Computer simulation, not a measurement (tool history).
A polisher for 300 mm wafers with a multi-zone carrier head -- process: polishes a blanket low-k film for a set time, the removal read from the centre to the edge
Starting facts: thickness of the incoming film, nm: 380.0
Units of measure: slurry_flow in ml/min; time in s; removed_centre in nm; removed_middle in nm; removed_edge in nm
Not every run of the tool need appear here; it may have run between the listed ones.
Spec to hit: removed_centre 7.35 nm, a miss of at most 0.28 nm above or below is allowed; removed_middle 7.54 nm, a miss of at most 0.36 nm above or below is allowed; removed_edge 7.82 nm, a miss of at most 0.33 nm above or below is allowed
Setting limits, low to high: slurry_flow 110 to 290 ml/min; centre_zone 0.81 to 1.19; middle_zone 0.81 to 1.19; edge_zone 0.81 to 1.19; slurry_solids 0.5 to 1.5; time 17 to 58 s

run  hour  slurry_flow  centre_zone  middle_zone  edge_zone  slurry_solids  time  removed_centre  removed_middle  removed_edge
  1     0          185            1            1          1              1    37          14.246          14.781        14.499
  2   0.6          180         0.98         0.97       0.98           0.85    34          12.096           12.13        12.159
  3   3.2          170         0.94         0.95       0.96           0.75    32          10.228          10.753        10.571
  4  10.3          165         0.92         0.92       0.95            0.7    31          9.2053          9.5072        10.024
  5  12.6          165         0.92         0.92       0.95            0.7    36          11.026          11.025        11.193
  6  19.3          155          0.9          0.9       0.92           0.65    34          9.7091          9.5875         10.34
  7  25.5          160          0.9         0.91        0.9            0.6    32           8.657          9.0348        9.0268
  8  28.7          155         0.89         0.89       0.88           0.55    32          8.1303          8.3303        8.6281
  9  29.6          155         0.88         0.88       0.86           0.55    32          8.1438           8.266        8.3628
 10    33          130         0.81         0.82       0.85            0.5    32          6.9505          7.2204        8.0378

Below are 4 possible settings for the next run. Only one of them brings all results inside the allowed miss of their targets. Which is it?
  A  36.4          110         0.81         0.81       0.96           0.65    27               ?               ?             ?
  B  36.4          175         0.84         0.84       0.86            0.5    31               ?               ?             ?
  C  36.4          130         0.81         0.86       0.83            0.5    31               ?               ?             ?
  D  36.4          115         0.81         0.82       0.83            0.5    31               ?               ?             ?

move  removed_centre  removed_middle  removed_edge
   A          6.7828          6.9297        8.1604
   B          7.3831          7.4975        8.0017
   C          6.8793          7.3565        7.6582
   D          6.7444          6.9544        7.5695
A: lands further from the targets than the last run did
B: all results land within tolerance of their targets
C: lands further from the targets than the last run did
D: lands further from the targets than the last run did
B meets every target.

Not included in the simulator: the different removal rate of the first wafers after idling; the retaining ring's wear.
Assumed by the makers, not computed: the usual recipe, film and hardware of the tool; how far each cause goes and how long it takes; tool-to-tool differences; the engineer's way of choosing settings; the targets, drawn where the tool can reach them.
